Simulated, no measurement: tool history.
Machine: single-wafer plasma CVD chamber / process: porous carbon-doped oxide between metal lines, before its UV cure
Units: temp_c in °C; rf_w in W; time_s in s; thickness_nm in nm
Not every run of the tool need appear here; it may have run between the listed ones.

| run | hour | temp_c | rf_w | time_s | thickness_nm |
|---|---|---|---|---|---|
| 1 | 0 | 285 | 415 | 29.5 | 157.57 |
| 2 | 2.8 | 282 | 425 | 29.5 | 163 |
| 3 | 6.5 | 282 | 425 | 29.5 | 163.87 |
| 4 | 14.1 | 282 | 425 | 28.2 | 155.93 |
| 5 | 16.1 | 282 | 425 | 28.2 | 156.59 |
| 6 | 23.5 | 280 | 435 | 28.3 | 164.34 |
| 7 | 24.7 | 278 | 440 | 28.3 | 167.02 |
| 8 | 27 | 276 | 445 | 28.3 | 168.96 |

Run 9 is up next; what results do you expect?
| 9 | 28.5 | 265 | 510 | 28.9 | ? |

Run 9 gave thickness_nm 210.87 nm.

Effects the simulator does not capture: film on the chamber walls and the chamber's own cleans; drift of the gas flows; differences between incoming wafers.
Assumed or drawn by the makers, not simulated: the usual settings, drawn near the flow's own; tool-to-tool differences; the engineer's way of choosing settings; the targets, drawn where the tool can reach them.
